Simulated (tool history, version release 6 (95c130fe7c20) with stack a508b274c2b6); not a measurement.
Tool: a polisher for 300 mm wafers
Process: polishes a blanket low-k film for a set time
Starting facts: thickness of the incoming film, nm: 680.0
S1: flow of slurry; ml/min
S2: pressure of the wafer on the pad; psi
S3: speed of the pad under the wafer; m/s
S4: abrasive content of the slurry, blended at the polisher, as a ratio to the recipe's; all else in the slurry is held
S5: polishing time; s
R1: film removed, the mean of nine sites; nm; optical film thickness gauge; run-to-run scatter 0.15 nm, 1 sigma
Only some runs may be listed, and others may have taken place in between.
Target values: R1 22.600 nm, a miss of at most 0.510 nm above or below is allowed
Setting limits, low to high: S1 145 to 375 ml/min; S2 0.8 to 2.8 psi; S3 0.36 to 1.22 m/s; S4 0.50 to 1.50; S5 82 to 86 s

run,day,S1,S2,S3,S4,S5,R1
1,0.000,240,1.8,0.78,1.00,82,27.476
2,0.025,235,1.7,0.78,1.00,82,25.939
3,0.225,235,1.6,0.78,1.00,82,24.564
4,0.496,230,1.6,0.78,1.00,82,24.548
5,0.588,230,1.9,0.78,1.00,82,28.702
6,0.721,230,1.9,0.78,0.80,82,26.362
7,0.862,225,1.9,0.78,0.80,82,26.419
8,0.992,215,1.7,0.78,0.80,82,23.593
9,1.079,205,1.7,0.78,0.80,82,23.148
10,1.450,200,1.7,0.78,0.80,82,23.457

4 candidate next runs follow, results not yet known. Just one meets every target within its allowed miss. Identify it.
A,1.821,195,1.8,0.74,0.80,85,?
B,1.821,190,1.7,0.74,1.10,82,?
C,1.821,185,1.7,0.84,0.80,83,?
D,1.821,210,1.5,0.86,0.75,85,?

move,R1
A,24.155
B,24.873
C,24.490
D,22.485
A: moves away from the targets compared with the last run
B: moves away from the targets compared with the last run
C: moves away from the targets compared with the last run
D: all results land within tolerance of their targets
The move that meets every target is D.
